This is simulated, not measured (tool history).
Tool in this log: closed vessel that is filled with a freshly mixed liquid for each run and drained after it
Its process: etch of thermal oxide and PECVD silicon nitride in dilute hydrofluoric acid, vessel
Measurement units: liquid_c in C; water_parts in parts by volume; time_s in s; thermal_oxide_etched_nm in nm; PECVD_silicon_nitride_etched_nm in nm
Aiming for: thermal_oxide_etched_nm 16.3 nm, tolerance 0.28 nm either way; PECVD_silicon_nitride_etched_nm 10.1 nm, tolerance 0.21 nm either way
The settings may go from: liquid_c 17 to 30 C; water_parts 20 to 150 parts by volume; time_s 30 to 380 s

run  hour  liquid_c  water_parts  time_s  thermal_oxide_etched_nm  PECVD_silicon_nitride_etched_nm
  1     0        22           85     195                   10.173                           5.8169
  2   2.3        19           85     195                   8.9707                           4.7277
  3   4.6        20           80     195                   10.065                           5.4253
  4   7.3      20.5           80     195                   10.176                           5.5824
  5    15        21           75     195                   11.163                           6.1266
  6  18.5        21           75     140                   8.0493                           4.4011
  7  27.1        22           70     140                   9.0232                            5.059
  8  32.3      22.5           65     140                   9.9713                           5.6192
  9  33.5        23           60     140                   11.125                           6.2518
 10  39.9      23.5           60     140                     11.4                           6.4931
 11  43.6        24           60     140                   11.594                           6.7139
 12  51.9      24.5           60     140                   11.863                           6.9333
 13  53.6      24.5           60     140                   11.891                           7.0061
 14  57.9        25           60     140                   12.089                           7.2392
 15  63.8      25.5           60     140                    12.31                           7.4572
 16  70.6      26.5           50     135                    15.03                           9.1661
 17  78.9        27           50     135                   15.267                           9.4702
     80.5  -- hydrofluoric acid flow meter replaced
 18  80.5        27           45     135                    19.17                           11.675
 19  85.8        27           50     135                   17.187                             10.6
 20    93        27           55     135                    15.49                           9.6501
 21    95        27           55     135                   15.459                           9.4323
 22  98.1      27.5           55     135                   15.824                           9.8513

Which one of the following 5 next-run settings gets every result inside its allowed miss? There is exactly one.
  A  101.2      28.5           65     160                        ?                                ?
  B  101.2        27           55     150                        ?                                ?
  C  101.2      27.5           50     125                        ?                                ?
  D  101.2      28.5           65     150                        ?                                ?
  E  101.2        29           55     120                        ?                                ?

move  thermal_oxide_etched_nm  PECVD_silicon_nitride_etched_nm
   A                   16.189                            10.57
   B                   17.146                             10.6
   C                    16.15                           10.027
   D                   15.177                           9.9092
   E                    14.85                           9.6626
A: gets the furthest-off result to its target, but another result is out of tolerance
B: takes the result that was furthest off past its target
C: hits every target within its allowed miss
D: moves away from the targets compared with the last run
E: moves away from the targets compared with the last run
C meets every target.
